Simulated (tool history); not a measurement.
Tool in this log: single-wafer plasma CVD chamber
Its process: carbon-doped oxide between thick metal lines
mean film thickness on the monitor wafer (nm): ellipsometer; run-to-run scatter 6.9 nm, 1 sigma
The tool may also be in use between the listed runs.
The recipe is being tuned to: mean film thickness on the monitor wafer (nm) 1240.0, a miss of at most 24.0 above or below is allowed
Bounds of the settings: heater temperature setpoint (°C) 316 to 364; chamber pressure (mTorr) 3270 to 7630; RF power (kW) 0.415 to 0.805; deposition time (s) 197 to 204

run    day  heater temperature setpoint (°C)  chamber pressure (mTorr)  RF power (kW)  deposition time (s)  mean film thickness on the monitor wafer (nm)
  1  0.000                               340                      5450          0.610                  197                                         1064.6
  2  0.088                               340                      5450          0.685                  197                                         1172.6
  3  0.188                               340                      5450          0.685                  197                                         1168.5
  4  0.246                               340                      4920          0.685                  197                                         1160.3
  5  0.346                               334                      4920          0.685                  197                                         1181.6
  6  0.388                               334                      4920          0.630                  197                                         1105.9
  7  0.729                               332                      5060          0.645                  197                                         1132.6
  8  0.833                               331                      5160          0.660                  197                                         1146.9
  9  0.988                               331                      5160          0.675                  197                                         1169.6

Exactly one of the 4 candidate moves below puts every result within its allowed miss. Which one?
  A  1.142                               331                      5070          0.700                  203                                              ?
  B  1.142                               329                      5350          0.725                  204                                              ?
  C  1.142                               335                      5140          0.740                  204                                              ?
  D  1.142                               330                      5790          0.675                  198                                              ?

move  mean film thickness on the monitor wafer (nm)
   A                                         1238.3
   B                                         1290.2
   C                                         1281.0
   D                                         1198.9
A: hits every target within its allowed miss
B: takes the biggest miss from the last run beyond its target
C: takes the biggest miss from the last run beyond its target
D: nearer the targets than the last run, but a result is still out of spec
A meets every target.

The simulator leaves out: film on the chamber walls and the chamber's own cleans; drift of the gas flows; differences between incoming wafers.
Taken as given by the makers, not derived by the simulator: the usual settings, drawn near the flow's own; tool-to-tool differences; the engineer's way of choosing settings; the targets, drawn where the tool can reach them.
